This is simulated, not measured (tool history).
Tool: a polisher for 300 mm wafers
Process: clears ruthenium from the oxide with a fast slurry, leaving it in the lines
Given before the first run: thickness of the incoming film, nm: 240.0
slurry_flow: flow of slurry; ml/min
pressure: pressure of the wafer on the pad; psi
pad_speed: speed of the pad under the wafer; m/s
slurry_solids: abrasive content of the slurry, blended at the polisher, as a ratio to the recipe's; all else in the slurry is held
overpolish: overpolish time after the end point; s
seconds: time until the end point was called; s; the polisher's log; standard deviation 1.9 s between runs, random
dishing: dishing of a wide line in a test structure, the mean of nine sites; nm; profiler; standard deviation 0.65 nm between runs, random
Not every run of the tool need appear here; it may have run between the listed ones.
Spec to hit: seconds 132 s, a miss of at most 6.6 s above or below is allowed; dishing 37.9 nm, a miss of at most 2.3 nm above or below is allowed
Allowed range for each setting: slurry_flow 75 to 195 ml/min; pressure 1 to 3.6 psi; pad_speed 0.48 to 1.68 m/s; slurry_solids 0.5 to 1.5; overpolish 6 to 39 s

{"run": 1, "day": 0.0, "slurry_flow": 125, "pressure": 2.3, "pad_speed": 1.08, "slurry_solids": 1, "overpolish": 20, "seconds": 79.979, "dishing": 45.675}
{"run": 2, "day": 0.021, "slurry_flow": 125, "pressure": 2.9, "pad_speed": 1.08, "slurry_solids": 1, "overpolish": 20, "seconds": 63.225, "dishing": 54.1}
{"run": 3, "day": 0.275, "slurry_flow": 125, "pressure": 2.9, "pad_speed": 1.08, "slurry_solids": 1.2, "overpolish": 20, "seconds": 56.559, "dishing": 58.264}
{"run": 4, "day": 0.571, "slurry_flow": 150, "pressure": 2.9, "pad_speed": 1.08, "slurry_solids": 1.2, "overpolish": 20, "seconds": 55.384, "dishing": 59.937}
{"run": 5, "day": 0.667, "slurry_flow": 180, "pressure": 2.9, "pad_speed": 1.08, "slurry_solids": 1.2, "overpolish": 20, "seconds": 53.954, "dishing": 60.152}
{"run": 6, "day": 0.733, "slurry_flow": 180, "pressure": 2.3, "pad_speed": 1.04, "slurry_solids": 1.2, "overpolish": 22, "seconds": 69.233, "dishing": 54.627}
{"run": 7, "day": 0.904, "slurry_flow": 175, "pressure": 1.9, "pad_speed": 0.98, "slurry_solids": 1.2, "overpolish": 23, "seconds": 85.607, "dishing": 47.34}
{"run": 8, "day": 1.096, "slurry_flow": 170, "pressure": 1.6, "pad_speed": 0.96, "slurry_solids": 1.2, "overpolish": 24, "seconds": 101.22, "dishing": 43.81}
{"run": 9, "day": 1.121, "slurry_flow": 160, "pressure": 1.4, "pad_speed": 0.96, "slurry_solids": 1.2, "overpolish": 24, "seconds": 117.52, "dishing": 37.874}
{"run": 10, "day": 1.212, "slurry_flow": 150, "pressure": 1.4, "pad_speed": 0.96, "slurry_solids": 1.2, "overpolish": 25, "seconds": 120.39, "dishing": 38.229}
{"run": 11, "day": 1.425, "slurry_flow": 145, "pressure": 1.4, "pad_speed": 0.96, "slurry_solids": 1.2, "overpolish": 26, "seconds": 120.09, "dishing": 40.438}

Exactly one of the 4 candidate moves below puts every result within its allowed miss. Which one?
{"run": "A", "day": 1.638, "slurry_flow": 145, "pressure": 1.4, "pad_speed": 0.8, "slurry_solids": 1.2, "overpolish": 27, "seconds": "?", "dishing": "?"}
{"run": "B", "day": 1.638, "slurry_flow": 145, "pressure": 1.2, "pad_speed": 1.2, "slurry_solids": 1.2, "overpolish": 30, "seconds": "?", "dishing": "?"}
{"run": "C", "day": 1.638, "slurry_flow": 155, "pressure": 1.4, "pad_speed": 1.08, "slurry_solids": 1.15, "overpolish": 25, "seconds": "?", "dishing": "?"}
{"run": "D", "day": 1.638, "slurry_flow": 150, "pressure": 1.5, "pad_speed": 1.16, "slurry_solids": 1.25, "overpolish": 19, "seconds": "?", "dishing": "?"}

move=A seconds=131.84 dishing=37.886
move=B seconds=120.45 dishing=44.484
move=C seconds=112.48 dishing=40.549
move=D seconds=97.399 dishing=36.37
A: meets every target
B: moves away from the targets compared with the last run
C: moves away from the targets compared with the last run
D: moves away from the targets compared with the last run
Answer: A
